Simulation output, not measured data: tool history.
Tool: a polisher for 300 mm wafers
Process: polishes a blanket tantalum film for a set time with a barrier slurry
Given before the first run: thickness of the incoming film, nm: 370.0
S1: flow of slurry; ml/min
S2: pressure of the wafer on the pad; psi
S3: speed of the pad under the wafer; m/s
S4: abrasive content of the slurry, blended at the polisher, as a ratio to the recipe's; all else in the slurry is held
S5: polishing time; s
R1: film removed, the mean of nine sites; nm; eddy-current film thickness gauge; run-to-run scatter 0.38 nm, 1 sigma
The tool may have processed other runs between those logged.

run 1 hour=0.0 | S1=225 S2=2.2 S3=0.88 S4=1.0 S5=35 | R1=49.381
run 2 hour=7.7 | S1=255 S2=2.2 S3=0.88 S4=1.0 S5=35 | R1=49.382
run 3 hour=11.8 | S1=255 S2=1.9 S3=0.86 S4=1.0 S5=35 | R1=41.475
run 4 hour=18.1 | S1=255 S2=1.9 S3=0.86 S4=0.8 S5=35 | R1=36.307
run 5 hour=24.4 | S1=255 S2=1.8 S3=0.86 S4=0.8 S5=35 | R1=35.662
run 6 hour=31.9 | S1=255 S2=1.8 S3=0.86 S4=0.9 S5=35 | R1=37.419
run 7 hour=33.3 | S1=255 S2=1.6 S3=0.86 S4=0.9 S5=35 | R1=33.537

Run 8 comes next. What will it give?
run 8 hour=36.3 | S1=255 S2=1.5 S3=0.86 S4=0.9 S5=35 | R1=?

R1: 31.672 nm
